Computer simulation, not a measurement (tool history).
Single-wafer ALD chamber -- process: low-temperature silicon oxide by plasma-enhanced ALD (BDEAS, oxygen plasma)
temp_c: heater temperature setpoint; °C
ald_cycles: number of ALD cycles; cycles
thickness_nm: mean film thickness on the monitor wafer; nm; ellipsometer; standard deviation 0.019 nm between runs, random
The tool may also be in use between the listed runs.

| run | hour | temp_c | ald_cycles | thickness_nm |
|---|---|---|---|---|
| 1 | 0.0 | 110 | 36 | 4.9884 |
| 2 | 5.5 | 101 | 36 | 5.0848 |
| 3 | 13.3 | 100 | 38 | 5.3433 |
| 4 | 15.3 | 100 | 39 | 5.5564 |
| 5 | 17.6 | 100 | 44 | 6.2131 |
| 6 | 25.5 | 91 | 44 | 6.4662 |
| 7 | 26.1 | 93 | 44 | 6.3895 |
| 8 | 27.5 | 95 | 44 | 6.3359 |
| 9 | 30.6 | 95 | 44 | 6.3747 |

Run 10 has not been measured yet. What should we expect?
| 10 | 36.2 | 96 | 44 | ? |

Run 10 produced thickness_nm 6.3229 nm.
